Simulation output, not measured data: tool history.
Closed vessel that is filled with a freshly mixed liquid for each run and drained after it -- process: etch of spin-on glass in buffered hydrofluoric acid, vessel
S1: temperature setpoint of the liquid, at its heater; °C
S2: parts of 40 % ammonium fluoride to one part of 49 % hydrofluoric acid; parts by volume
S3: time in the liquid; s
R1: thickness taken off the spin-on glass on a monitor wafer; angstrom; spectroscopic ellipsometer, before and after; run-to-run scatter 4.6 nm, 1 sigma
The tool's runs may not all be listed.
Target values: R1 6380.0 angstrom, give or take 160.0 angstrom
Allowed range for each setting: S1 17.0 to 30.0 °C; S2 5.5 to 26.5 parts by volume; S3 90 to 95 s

run	hour	S1	S2	S3	R1
1	0.0	22.0	16.0	90	3070.4
2	5.5	22.0	12.0	90	3991.9
3	7.3	22.0	14.5	90	3335.8
4	8.2	22.0	14.5	90	3371.5
5	15.5	24.0	14.5	90	3707.8
6	19.8	24.0	14.5	95	3981.0
7	23.9	26.0	13.5	95	4699.6
8	28.9	27.0	13.0	95	5233.0
9	34.0	30.0	13.0	95	6133.3

Next run, 4 choices. One meets every target within its allowed miss, the rest don't. Which?
A	39.1	28.5	11.5	90	?
B	39.1	30.0	11.5	95	?
C	39.1	30.0	13.5	95	?
D	39.1	29.5	11.5	90	?

move	R1
A	5964.8
B	6814.3
C	5826.7
D	6288.2
A: its largest miss is bigger than the last run's
B: takes the result that was furthest off past its target
C: its largest miss is bigger than the last run's
D: every result within its allowed miss
D is the move that brings every result within its allowed miss.
